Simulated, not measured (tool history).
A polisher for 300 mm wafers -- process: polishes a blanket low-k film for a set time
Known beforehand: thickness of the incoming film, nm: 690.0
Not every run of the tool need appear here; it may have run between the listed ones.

run	hour	flow of slurry (ml/min)	pressure of the wafer on the pad (psi)	speed of the pad under the wafer (m/s)	abrasive content of the slurry	polishing time (s)	film removed (nm)
1	0.0	165	1.6	0.86	1.0	35	9.0557
2	6.1	165	1.7	0.86	1.0	35	9.7024
3	10.5	165	1.3	0.86	1.0	35	7.4802
4	15.7	165	1.3	0.86	1.1	35	7.8127
5	24.5	165	1.4	0.86	1.1	35	8.4082
6	30.5	165	1.4	0.66	1.1	35	6.7601

The next listed run, before its measurement:
7	33.5	165	1.6	0.66	1.1	35	?

Logged for run 7: film removed (nm) 7.7092.
